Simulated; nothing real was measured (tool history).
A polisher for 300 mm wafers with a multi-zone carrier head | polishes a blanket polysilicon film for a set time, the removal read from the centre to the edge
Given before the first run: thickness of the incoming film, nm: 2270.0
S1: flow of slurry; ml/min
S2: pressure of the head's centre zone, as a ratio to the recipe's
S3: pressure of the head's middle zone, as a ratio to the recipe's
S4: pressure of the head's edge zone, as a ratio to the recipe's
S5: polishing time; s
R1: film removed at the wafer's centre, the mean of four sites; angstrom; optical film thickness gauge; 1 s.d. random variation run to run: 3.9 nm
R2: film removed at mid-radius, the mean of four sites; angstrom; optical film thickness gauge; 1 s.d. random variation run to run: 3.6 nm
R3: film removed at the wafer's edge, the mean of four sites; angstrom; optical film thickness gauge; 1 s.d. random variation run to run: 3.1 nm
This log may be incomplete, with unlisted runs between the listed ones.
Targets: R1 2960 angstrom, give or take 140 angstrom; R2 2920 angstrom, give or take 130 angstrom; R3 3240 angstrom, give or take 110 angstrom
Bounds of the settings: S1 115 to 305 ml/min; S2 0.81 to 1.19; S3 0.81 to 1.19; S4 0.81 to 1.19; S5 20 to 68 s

run  hour   S1    S2    S3    S4  S5      R1      R2      R3
  1     0  195     1     1     1  44  4845.1    4980  5020.3
  2   1.9  185  0.98  0.96  0.98  39  4266.4  4429.7  4393.2
  3   3.6  180  0.97  0.92  1.01  35  3810.3  3778.1  3978.2
  4     8  180  0.97  0.98  1.01  35  3742.4  3932.4  4010.9
  5  14.1  180  0.97  1.05  1.01  35  3769.5  4108.7  4043.6
  6  20.3  155  0.97  1.05  1.01  35  3630.8  4035.9  3887.6
  7  21.9  150  0.97  1.01  1.03  33  3432.4  3672.3  3691.8
  8  30.5  135  0.92  0.91  0.97  29  2729.3  2938.1  3107.4

4 next moves are on the table. One of them brings every result within its allowed miss. Which?
  A  39.1  115  0.96  0.85  0.99  30   ?   ?   ?
  B  39.1  135  0.86  0.95  0.98  27   ?   ?   ?
  C  39.1  145  0.84   0.9  0.87  28   ?   ?   ?
  D  39.1  175  0.85  0.85  0.93  28   ?   ?   ?

move      R1      R2      R3
   A  2879.2  2877.6  3193.2
   B  2393.6    2855  2912.4
   C  2454.7  2894.4  2882.5
   D  2561.8    2871  3033.2
A: all results land within tolerance of their targets
B: moves away from the targets compared with the last run
C: moves away from the targets compared with the last run
D: moves away from the targets compared with the last run
Answer: A
